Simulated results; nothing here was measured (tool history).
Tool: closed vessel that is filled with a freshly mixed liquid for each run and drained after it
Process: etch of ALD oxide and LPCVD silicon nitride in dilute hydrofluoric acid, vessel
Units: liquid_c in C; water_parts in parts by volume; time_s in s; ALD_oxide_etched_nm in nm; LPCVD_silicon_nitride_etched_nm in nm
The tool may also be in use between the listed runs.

| run | hour | liquid_c | water_parts | time_s | ALD_oxide_etched_nm | LPCVD_silicon_nitride_etched_nm |
|---|---|---|---|---|---|---|
| 1 | 0 | 20 | 200 | 955 | 52.232 | 1.8596 |
| 2 | 0.9 | 20 | 200 | 555 | 30.358 | 1.1004 |
| 3 | 8.2 | 20 | 200 | 965 | 52.816 | 1.8623 |
| 4 | 12.4 | 20 | 175 | 945 | 59.089 | 2.0493 |
| 5 | 19.2 | 17 | 175 | 945 | 53.775 | 1.6821 |
| 6 | 25.5 | 18 | 155 | 935 | 64.535 | 2.1047 |
| 7 | 32.9 | 18 | 145 | 935 | 68.007 | 2.1754 |
| 8 | 35.5 | 18.5 | 140 | 935 | 74.494 | 2.3468 |
| 9 | 38 | 19 | 140 | 935 | 73.268 | 2.4212 |
| 10 | 39.5 | 19 | 135 | 935 | 77.967 | 2.4823 |
|  | 48 | hydrofluoric acid flow meter replaced |
| 11 | 48 | 19.5 | 135 | 935 | 88.271 | 2.8887 |

Run 12 comes next. What will it give?
| 12 | 48.7 | 19 | 140 | 940 | ? | ? |

{"run 12": {"ALD_oxide_etched_nm": 84.382, "LPCVD_silicon_nitride_etched_nm": 2.7367}}
